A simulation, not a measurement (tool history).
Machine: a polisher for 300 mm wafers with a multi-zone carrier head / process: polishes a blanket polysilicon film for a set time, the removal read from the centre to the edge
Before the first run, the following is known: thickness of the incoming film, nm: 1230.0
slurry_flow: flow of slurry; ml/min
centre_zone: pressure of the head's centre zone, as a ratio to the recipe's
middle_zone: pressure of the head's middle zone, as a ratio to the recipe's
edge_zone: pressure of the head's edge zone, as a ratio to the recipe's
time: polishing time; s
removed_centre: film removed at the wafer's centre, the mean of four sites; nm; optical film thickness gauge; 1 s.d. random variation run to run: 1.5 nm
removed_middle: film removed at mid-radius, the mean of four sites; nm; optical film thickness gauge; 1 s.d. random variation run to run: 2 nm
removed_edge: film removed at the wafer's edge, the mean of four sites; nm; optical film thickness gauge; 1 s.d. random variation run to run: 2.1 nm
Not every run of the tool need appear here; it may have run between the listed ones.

run,day,slurry_flow,centre_zone,middle_zone,edge_zone,time,removed_centre,removed_middle,removed_edge
1,0,210,1,1,1,84,378.47,369.04,387.81
2,0.179,210,1,1.04,1,84,380.42,372.91,390.14
3,0.467,210,1,1.04,1,103,462.28,465.4,482.55
4,0.571,210,1,1.11,1,103,462.61,486.58,471.64
5,0.904,195,0.98,1.09,0.97,93,411.04,429.83,424.14
6,1.104,185,0.95,1.06,0.95,85,360.45,381.58,386.56
7,1.15,175,0.93,1.04,0.93,78,322.12,341.08,347.5
8,1.4,165,0.92,1.03,0.91,72,288.21,308.51,309.95
9,1.767,160,0.91,1.02,0.9,67,264.34,285.37,284.76
# day 2.008: edge zone pressure recalibrated
10,2.008,160,0.9,1.01,0.89,64,249.45,272.26,269.63
11,2.35,160,0.89,0.99,0.88,61,233.35,254.04,249.66
12,2.712,155,0.88,0.97,0.87,60,228.77,245.25,249.08
13,2.783,160,0.87,0.96,0.86,58,220.48,239.34,240.67
14,3.029,165,0.84,0.91,0.82,42,154.23,167.57,170.27

Run 15 is up next; what results do you expect?
15,3.225,165,0.85,0.93,0.84,42,?,?,?

{"run 15": {"removed_centre": 155.44, "removed_middle": 167.05, "removed_edge": 172.08}}
